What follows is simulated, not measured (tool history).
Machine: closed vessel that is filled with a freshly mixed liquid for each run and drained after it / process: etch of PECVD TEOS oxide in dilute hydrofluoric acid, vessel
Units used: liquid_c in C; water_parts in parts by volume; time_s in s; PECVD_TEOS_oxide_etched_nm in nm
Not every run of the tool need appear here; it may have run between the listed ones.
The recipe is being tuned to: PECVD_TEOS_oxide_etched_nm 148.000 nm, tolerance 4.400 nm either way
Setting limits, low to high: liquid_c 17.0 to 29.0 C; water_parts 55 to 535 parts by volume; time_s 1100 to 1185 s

| run | hour | liquid_c | water_parts | time_s | PECVD_TEOS_oxide_etched_nm |
|---|---|---|---|---|---|
| 1 | 0.0 | 21.0 | 295 | 1100 | 82.902 |
| 2 | 4.4 | 23.0 | 295 | 1100 | 87.120 |
| 3 | 13.2 | 23.5 | 285 | 1100 | 93.290 |
| 4 | 19.6 | 25.0 | 285 | 1100 | 98.506 |
| 5 | 29.0 | 25.5 | 280 | 1100 | 103.230 |
| 6 | 34.0 | 22.0 | 280 | 1100 | 91.126 |
| 7 | 37.7 | 22.5 | 275 | 1100 | 93.949 |
| 8 | 42.8 | 23.0 | 270 | 1100 | 98.586 |
| 9 | 50.6 | 23.5 | 265 | 1100 | 102.440 |
| 10 | 52.8 | 23.5 | 265 | 1100 | 102.210 |
| 11 | 56.4 | 24.0 | 260 | 1100 | 107.380 |
| 12 | 59.8 | 24.5 | 255 | 1100 | 111.550 |
| 13 | 61.2 | 28.5 | 215 | 1100 | 159.420 |
| 14 | 69.7 | 27.5 | 215 | 1100 | 154.040 |

Exercise: of the 4 proposed moves below, exactly one satisfies all targets within the stated allowed misses. Which move is it?
| A | 78.2 | 28.0 | 240 | 1100 | ? |
| B | 78.2 | 23.0 | 205 | 1175 | ? |
| C | 78.2 | 26.5 | 215 | 1185 | ? |
| D | 78.2 | 28.0 | 235 | 1100 | ? |

| move | PECVD_TEOS_oxide_etched_nm |
|---|---|
| A | 136.680 |
| B | 148.440 |
| C | 160.390 |
| D | 140.380 |
A: takes the result that was furthest off past its target
B: each result inside its tolerance
C: misses by more than the last run did
D: takes the result that was furthest off past its target
The move that meets every target is B.

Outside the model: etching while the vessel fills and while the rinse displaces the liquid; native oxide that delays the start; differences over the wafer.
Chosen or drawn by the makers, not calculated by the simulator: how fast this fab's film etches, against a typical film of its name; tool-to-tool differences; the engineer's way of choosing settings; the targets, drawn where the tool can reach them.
